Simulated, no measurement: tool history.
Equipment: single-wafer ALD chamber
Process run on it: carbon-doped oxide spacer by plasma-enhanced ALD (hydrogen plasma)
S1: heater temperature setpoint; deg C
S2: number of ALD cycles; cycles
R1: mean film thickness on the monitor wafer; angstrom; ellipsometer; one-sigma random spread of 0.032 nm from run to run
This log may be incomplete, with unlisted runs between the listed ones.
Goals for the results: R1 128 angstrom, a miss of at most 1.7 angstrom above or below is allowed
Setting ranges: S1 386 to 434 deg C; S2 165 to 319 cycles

| run | day | S1 | S2 | R1 |
|---|---|---|---|---|
| 1 | 0 | 410 | 242 | 116.6 |
| 2 | 0.196 | 406 | 245 | 118.9 |
| 3 | 0.467 | 400 | 245 | 120.47 |
| 4 | 0.512 | 398 | 248 | 122.2 |
| 5 | 0.862 | 397 | 250 | 122.97 |
|  | 1.175 | thermocouple changed; heater temperature recalibrated |
| 6 | 1.175 | 388 | 250 | 123.02 |
| 7 | 1.25 | 388 | 253 | 124.33 |
| 8 | 1.462 | 388 | 253 | 124.06 |
| 9 | 1.508 | 388 | 255 | 124.81 |
| 10 | 1.708 | 388 | 255 | 125.5 |
| 11 | 2.017 | 388 | 256 | 125.75 |

Consider the 4 candidate settings below. Which is the only one whose results all fall within their allowed miss of target?
| A | 2.325 | 387 | 250 | ? |
| B | 2.325 | 386 | 260 | ? |
| C | 2.325 | 398 | 249 | ? |
| D | 2.325 | 388 | 250 | ? |

| move | R1 |
|---|---|
| A | 122.59 |
| B | 127.5 |
| C | 122.1 |
| D | 122.59 |
A: the biggest miss grows against the last run
B: all results in spec
C: the biggest miss grows against the last run
D: the biggest miss grows against the last run
Go with B: it meets all targets.
